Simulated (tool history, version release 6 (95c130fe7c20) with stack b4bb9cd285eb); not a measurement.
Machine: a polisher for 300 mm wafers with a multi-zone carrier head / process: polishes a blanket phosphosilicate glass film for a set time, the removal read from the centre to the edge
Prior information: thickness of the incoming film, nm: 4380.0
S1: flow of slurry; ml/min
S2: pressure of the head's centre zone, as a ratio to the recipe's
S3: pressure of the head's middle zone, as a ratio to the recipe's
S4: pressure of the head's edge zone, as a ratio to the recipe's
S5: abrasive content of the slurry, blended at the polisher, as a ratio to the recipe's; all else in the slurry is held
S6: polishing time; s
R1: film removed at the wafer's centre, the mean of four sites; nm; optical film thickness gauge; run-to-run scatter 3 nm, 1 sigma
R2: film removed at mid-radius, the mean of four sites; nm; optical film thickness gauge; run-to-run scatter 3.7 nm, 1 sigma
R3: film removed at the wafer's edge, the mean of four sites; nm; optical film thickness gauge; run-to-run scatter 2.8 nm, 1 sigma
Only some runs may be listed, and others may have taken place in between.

| run | day | S1 | S2 | S3 | S4 | S5 | S6 | R1 | R2 | R3 |
|---|---|---|---|---|---|---|---|---|---|---|
| 1 | 0 | 270 | 1 | 1 | 1 | 1 | 88 | 582.38 | 593.17 | 575.22 |
| 2 | 0.042 | 330 | 1 | 1 | 1 | 1 | 88 | 601.02 | 603.76 | 578.39 |
| 3 | 0.071 | 340 | 0.97 | 0.97 | 0.96 | 0.9 | 88 | 550.02 | 568.42 | 543.13 |
| 4 | 0.108 | 340 | 0.96 | 0.94 | 0.93 | 0.8 | 88 | 512.96 | 519.48 | 503.2 |
| 5 | 0.142 | 325 | 0.95 | 0.92 | 0.9 | 0.8 | 88 | 510.01 | 508.01 | 501.92 |
| 6 | 0.425 | 325 | 0.95 | 0.92 | 0.97 | 0.8 | 88 | 509.09 | 504.29 | 511.25 |
| 7 | 0.45 | 330 | 0.94 | 0.91 | 0.94 | 0.75 | 88 | 490.53 | 488.95 | 493.45 |
| 8 | 0.821 | 325 | 0.93 | 0.91 | 0.91 | 0.7 | 88 | 461.24 | 466.54 | 461.71 |
| 9 | 1.138 | 310 | 0.93 | 0.91 | 0.9 | 0.7 | 88 | 460.26 | 471.07 | 465.07 |
| 10 | 1.408 | 310 | 0.93 | 0.91 | 0.9 | 0.7 | 88 | 459.41 | 467.74 | 464.19 |
| 11 | 1.688 | 300 | 0.93 | 0.91 | 0.88 | 0.7 | 88 | 466.26 | 459.99 | 459.35 |
| 12 | 1.758 | 290 | 0.92 | 0.92 | 0.87 | 0.7 | 88 | 455.93 | 468.95 | 454.01 |

Expected results for the next run?
| 13 | 2.083 | 280 | 0.92 | 0.92 | 0.86 | 0.7 | 88 | ? | ? | ? |

{"run 13": {"R1": 463.34, "R2": 470.17, "R3": 461.6}}
